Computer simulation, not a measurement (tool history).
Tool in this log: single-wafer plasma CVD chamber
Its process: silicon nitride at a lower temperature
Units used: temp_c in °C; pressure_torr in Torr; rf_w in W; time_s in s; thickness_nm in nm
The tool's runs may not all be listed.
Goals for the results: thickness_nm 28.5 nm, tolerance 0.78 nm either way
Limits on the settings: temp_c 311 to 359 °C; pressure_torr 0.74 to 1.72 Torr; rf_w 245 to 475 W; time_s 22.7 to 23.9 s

run	hour	temp_c	pressure_torr	rf_w	time_s	thickness_nm
1	0	335	1.23	360	23.9	33.392
2	1.1	342	1.23	360	23.9	32.916
3	3.2	342	1.18	355	23.9	32.389
4	11.7	342	1.14	350	23.9	31.998
5	19.8	342	1.12	345	23.8	31.534
6	25.3	342	1.12	320	23.8	29.969
7	30.2	342	1.11	320	23.8	29.665
8	38.6	342	1.1	320	23.8	29.602
9	41.9	342	1.09	320	23.8	29.53
10	48.9	342	1.08	320	23.8	29.457
11	54.6	342	1.07	320	23.8	29.627
12	61.6	342	1.06	320	23.8	29.5

Next run, 4 choices. One meets every target within its allowed miss, the rest don't. Which?
A	68.6	344	1.18	355	22.7	?
B	68.6	342	0.96	315	22.7	?
C	68.6	345	1.01	310	22.7	?
D	68.6	339	1.1	320	23.1	?

move	thickness_nm
A	30.746
B	26.801
C	26.858
D	28.691
A: further off than the last run
B: pushes the last run's worst result past its target
C: pushes the last run's worst result past its target
D: each result inside its tolerance
The right move is D.
